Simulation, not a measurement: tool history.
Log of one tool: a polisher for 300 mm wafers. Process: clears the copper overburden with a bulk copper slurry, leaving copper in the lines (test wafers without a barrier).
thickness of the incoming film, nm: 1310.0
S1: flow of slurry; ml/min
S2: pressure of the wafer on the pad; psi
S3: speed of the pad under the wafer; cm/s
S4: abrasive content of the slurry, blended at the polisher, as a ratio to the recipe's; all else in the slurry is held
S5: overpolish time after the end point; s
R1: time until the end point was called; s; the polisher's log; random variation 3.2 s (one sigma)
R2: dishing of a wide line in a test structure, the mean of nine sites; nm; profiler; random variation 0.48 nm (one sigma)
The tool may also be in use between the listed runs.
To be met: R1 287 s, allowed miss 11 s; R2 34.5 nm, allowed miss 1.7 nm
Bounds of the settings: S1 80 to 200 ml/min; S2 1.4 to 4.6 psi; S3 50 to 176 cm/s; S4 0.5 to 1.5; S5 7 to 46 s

Run 1, hour 0: S1 130 ml/min, S2 3 psi, S3 112 cm/s, S4 1, S5 24 s. Result: R1 139.01 s, R2 69.6 nm.
Run 2, hour 9: S1 125 ml/min, S2 2.5 psi, S3 104 cm/s, S4 1, S5 18 s. Result: R1 174.84 s, R2 56.997 nm.
Run 3, hour 17.1: S1 125 ml/min, S2 2.5 psi, S3 104 cm/s, S4 0.8, S5 18 s. Result: R1 184.33 s, R2 55.635 nm.
Run 4, hour 21.3: S1 125 ml/min, S2 2.5 psi, S3 104 cm/s, S4 1, S5 18 s. Result: R1 173.99 s, R2 58.642 nm.
Run 5, hour 24.1: S1 110 ml/min, S2 2.1 psi, S3 104 cm/s, S4 0.85, S5 14 s. Result: R1 218.83 s, R2 44.413 nm.
Run 6, hour 32.8: S1 110 ml/min, S2 2.1 psi, S3 114 cm/s, S4 0.85, S5 14 s. Result: R1 194.68 s, R2 46.845 nm.
Run 7, hour 38: S1 145 ml/min, S2 1.4 psi, S3 82 cm/s, S4 1.1, S5 7 s. Result: R1 313.89 s, R2 20.646 nm.
Run 8, hour 41.8: S1 130 ml/min, S2 1.6 psi, S3 80 cm/s, S4 1.05, S5 8 s. Result: R1 299.9 s, R2 23.569 nm.
Run 9, hour 44.6: S1 120 ml/min, S2 1.7 psi, S3 80 cm/s, S4 0.95, S5 10 s. Result: R1 300.56 s, R2 27.807 nm.
Run 10, hour 50.8: S1 95 ml/min, S2 2.1 psi, S3 78 cm/s, S4 0.8, S5 12 s. Result: R1 300.81 s, R2 32.698 nm.

Which of these 4 next moves meets every target?
Run A, hour 57: S1 90 ml/min, S2 2.1 psi, S3 84 cm/s, S4 0.75, S5 12 s. Result: R1 ?, R2 ?.
Run B, hour 57: S1 90 ml/min, S2 2.8 psi, S3 64 cm/s, S4 0.65, S5 14 s. Result: R1 ?, R2 ?.
Run C, hour 57: S1 100 ml/min, S2 2.4 psi, S3 64 cm/s, S4 0.8, S5 15 s. Result: R1 ?, R2 ?.
Run D, hour 57: S1 90 ml/min, S2 1.6 psi, S3 100 cm/s, S4 0.8, S5 11 s. Result: R1 ?, R2 ?.

move      R1      R2
   A  290.28  34.123
   B  314.94  36.478
   C  320.52  37.461
   D  294.53  31.262
A: meets every target
B: further off than the last run
C: further off than the last run
D: brings the result that was furthest off to its target, and leaves another outside
The right move is A.

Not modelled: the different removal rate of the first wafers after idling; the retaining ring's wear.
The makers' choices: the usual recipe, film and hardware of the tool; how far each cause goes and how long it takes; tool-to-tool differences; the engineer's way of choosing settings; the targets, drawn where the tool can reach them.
